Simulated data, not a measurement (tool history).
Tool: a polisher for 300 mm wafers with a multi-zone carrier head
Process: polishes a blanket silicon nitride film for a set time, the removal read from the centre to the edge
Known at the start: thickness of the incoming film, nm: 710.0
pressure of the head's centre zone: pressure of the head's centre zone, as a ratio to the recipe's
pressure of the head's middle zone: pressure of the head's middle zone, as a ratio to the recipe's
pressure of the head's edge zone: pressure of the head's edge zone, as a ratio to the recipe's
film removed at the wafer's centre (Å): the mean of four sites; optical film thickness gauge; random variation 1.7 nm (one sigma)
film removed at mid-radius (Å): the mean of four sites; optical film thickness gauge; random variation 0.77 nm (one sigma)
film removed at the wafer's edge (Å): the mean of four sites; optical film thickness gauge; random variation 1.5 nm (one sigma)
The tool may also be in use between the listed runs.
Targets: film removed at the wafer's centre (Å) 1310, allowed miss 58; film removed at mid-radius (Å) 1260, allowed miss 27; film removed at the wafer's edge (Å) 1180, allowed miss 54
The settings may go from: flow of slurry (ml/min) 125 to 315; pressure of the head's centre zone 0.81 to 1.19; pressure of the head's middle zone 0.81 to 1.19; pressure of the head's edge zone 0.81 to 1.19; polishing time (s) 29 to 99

run,hour,flow of slurry (ml/min),pressure of the head's centre zone,pressure of the head's middle zone,pressure of the head's edge zone,polishing time (s),film removed at the wafer's centre (Å),film removed at mid-radius (Å),film removed at the wafer's edge (Å)
1,0,205,1,1,1,64,1099.2,1119,1108.4
2,4,205,0.92,1,1,64,1045.5,1130.7,1112.3
3,10.8,205,0.92,1.07,1,64,1045.5,1185,1104.8
4,16.9,205,0.84,1.07,1,64,983.03,1199,1113.5
5,24.8,215,0.89,1.07,1,64,1006.9,1193.5,1135
6,32.7,215,0.84,1.07,1,64,969.07,1201.4,1091.2
7,35.8,215,0.84,1.07,1,64,977.04,1201.1,1098.6
8,37.2,220,0.9,1.08,0.99,65,1053.3,1245.4,1110.6
9,40.5,220,0.94,1.07,1,65,1088.1,1235.1,1118.3
10,46.2,220,0.94,1.07,1,65,1083.8,1212.9,1112.2
11,52.3,225,0.97,1.07,1.01,66,1109.4,1231.4,1144.5
12,55,225,1,1.07,1.01,67,1187.2,1250.4,1166.7
13,58.1,225,1.02,1.07,1.01,67,1170.2,1273.5,1153.2
14,61.6,225,1.04,1.06,1.01,67,1200.6,1241.8,1186.3
15,63.1,230,1.06,1.06,1,67,1233.1,1264,1144.8
16,63.6,230,1.07,1.06,1,67,1217.4,1261.1,1153.2
17,66,230,1.09,1.06,1,67,1220.8,1244.6,1160.1

Which of these 5 next moves meets every target?
A,68.4,155,1.04,1.11,1.13,65,?,?,?
B,68.4,295,1.19,1.1,1.08,64,?,?,?
C,68.4,220,1.04,1.15,0.97,64,?,?,?
D,68.4,215,1.05,1.06,1.07,65,?,?,?
E,68.4,185,0.94,1.1,1.09,66,?,?,?

move,film removed at the wafer's centre (Å),film removed at mid-radius (Å),film removed at the wafer's edge (Å)
A,1094.1,1214.5,1112
B,1293.1,1278.5,1132
C,1132.8,1289.6,1049.1
D,1154.4,1217.9,1116.8
E,1061.5,1253.7,1128.4
A: further off than the last run
B: meets every target
C: further off than the last run
D: further off than the last run
E: further off than the last run
Move B is the one to make.
